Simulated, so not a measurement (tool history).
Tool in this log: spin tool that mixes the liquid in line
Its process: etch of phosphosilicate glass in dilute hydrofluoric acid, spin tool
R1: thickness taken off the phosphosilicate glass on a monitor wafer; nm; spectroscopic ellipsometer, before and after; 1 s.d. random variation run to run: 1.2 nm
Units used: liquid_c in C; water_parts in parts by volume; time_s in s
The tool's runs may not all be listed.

{"run": 1, "hour": 0.0, "liquid_c": 26, "water_parts": 180, "time_s": 65, "R1": 69.619}
{"run": 2, "hour": 2.1, "liquid_c": 23.5, "water_parts": 180, "time_s": 65, "R1": 63.224}
{"run": 3, "hour": 5.4, "liquid_c": 23.5, "water_parts": 135, "time_s": 65, "R1": 88.655}
{"run": 4, "hour": 12.9, "liquid_c": 20, "water_parts": 135, "time_s": 65, "R1": 76.645}
{"run": 5, "hour": 17.3, "liquid_c": 20, "water_parts": 175, "time_s": 65, "R1": 56.058}
{"run": 6, "hour": 20.5, "liquid_c": 22.5, "water_parts": 165, "time_s": 65, "R1": 67.861}
{"run": 7, "hour": 26.7, "liquid_c": 24.5, "water_parts": 155, "time_s": 65, "R1": 78.93}
{"run": 8, "hour": 30.1, "liquid_c": 26, "water_parts": 150, "time_s": 65, "R1": 85.797}
{"run": 9, "hour": 32.2, "liquid_c": 27.5, "water_parts": 145, "time_s": 65, "R1": 93.679}

Run 10 is up next; what results do you expect?
{"run": 10, "hour": 39.4, "liquid_c": 28.5, "water_parts": 140, "time_s": 65, "R1": "?"}

{"run 10": {"R1": 102.62}}
